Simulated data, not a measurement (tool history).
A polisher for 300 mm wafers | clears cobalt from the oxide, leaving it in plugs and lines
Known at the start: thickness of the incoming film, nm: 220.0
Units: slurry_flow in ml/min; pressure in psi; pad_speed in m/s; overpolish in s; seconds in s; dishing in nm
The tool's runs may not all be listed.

run  hour  slurry_flow  pressure  pad_speed  overpolish  seconds  dishing
  1     0          235       2.3        0.8          21   44.056    45.68
  2   0.8          235       2.3       0.66          21   53.128   40.984
  3   2.6          285       2.3       0.66          21   54.415   41.145
  4   4.4          285       2.3       0.66          30   52.545   47.047
  5   6.2          285       2.3       0.66          29   52.652   46.856
  6   7.9          285       2.3       0.74          29   47.764   48.508

Run 7 comes next. What will it give?
  7  10.9          285       2.2       0.74          28        ?        ?

{"run 7": {"seconds": 48.74, "dishing": 48.046}}
